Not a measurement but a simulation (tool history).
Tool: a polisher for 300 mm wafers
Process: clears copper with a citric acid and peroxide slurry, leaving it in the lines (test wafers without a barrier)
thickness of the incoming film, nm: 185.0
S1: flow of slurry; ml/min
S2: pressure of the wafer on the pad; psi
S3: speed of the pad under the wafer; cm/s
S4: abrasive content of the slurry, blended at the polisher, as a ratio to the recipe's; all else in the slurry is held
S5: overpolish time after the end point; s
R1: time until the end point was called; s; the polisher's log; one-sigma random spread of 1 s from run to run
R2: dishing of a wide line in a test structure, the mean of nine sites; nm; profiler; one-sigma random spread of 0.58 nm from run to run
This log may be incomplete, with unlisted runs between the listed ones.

run  hour   S1   S2   S3   S4  S5      R1      R2
  1   0.0  305  3.0  104  1.0  11  75.811  18.468
  2   5.2  305  3.2  104  1.0  11  74.009  19.939
  3  11.9  265  3.2  104  1.0  11  73.973  19.795
  4  13.7  265  2.9  104  1.0  11  79.922  18.332
  5  17.6  265  2.9   86  1.0  11  95.983  15.654
  6  26.4  265  3.3   88  1.0  11  83.160  17.394
  7  30.3  265  3.6   90  1.0  11  78.227  19.053
  8  35.6  265  3.8   92  1.0  11  75.451  19.695

Run 9, settings as shown, results not yet in. Your forecast:
  9  43.6  265  4.0  96  1.0  11   ?   ?

R1: 66.642 s
R2: 21.181 nm
